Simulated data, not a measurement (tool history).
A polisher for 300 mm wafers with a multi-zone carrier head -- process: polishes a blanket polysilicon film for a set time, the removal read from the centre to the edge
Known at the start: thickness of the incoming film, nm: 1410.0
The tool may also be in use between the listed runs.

run	day	flow of slurry (ml/min)	pressure of the head's centre zone	pressure of the head's middle zone	pressure of the head's edge zone	polishing time (s)	film removed at the wafer's centre (angstrom)	film removed at mid-radius (angstrom)	film removed at the wafer's edge (angstrom)
1	0.000	315	1.00	1.00	1.00	38	2840.8	2776.3	2801.4
2	0.346	315	1.01	0.99	1.03	40	2934.2	2884.7	2997.7
3	0.458	320	1.04	0.99	1.05	42	3202.8	3072.0	3131.7
4	0.800	320	1.04	1.07	1.05	42	3283.1	3329.7	3177.8
5	1.133	320	1.05	1.04	1.07	44	3417.0	3355.8	3360.4
6	1.475	320	1.05	1.04	1.01	44	3399.2	3418.1	3242.0
7	1.496	320	1.06	1.02	1.04	45	3535.2	3404.0	3372.5
8	1.562	320	1.06	1.02	1.04	45	3495.5	3408.4	3395.9
9	1.588	320	1.07	1.01	1.06	46	3589.5	3356.5	3460.7
10	1.946	320	1.08	1.01	1.08	47	3743.8	3524.7	3604.9
11	2.229	320	1.08	1.00	1.10	48	3876.8	3568.0	3723.1

Run 12, settings as shown, results not yet in. Your forecast:
12	2.367	320	1.08	0.99	1.12	49	?	?	?

film removed at the wafer's centre (angstrom): 3891.7
film removed at mid-radius (angstrom): 3580.7
film removed at the wafer's edge (angstrom): 3749.3
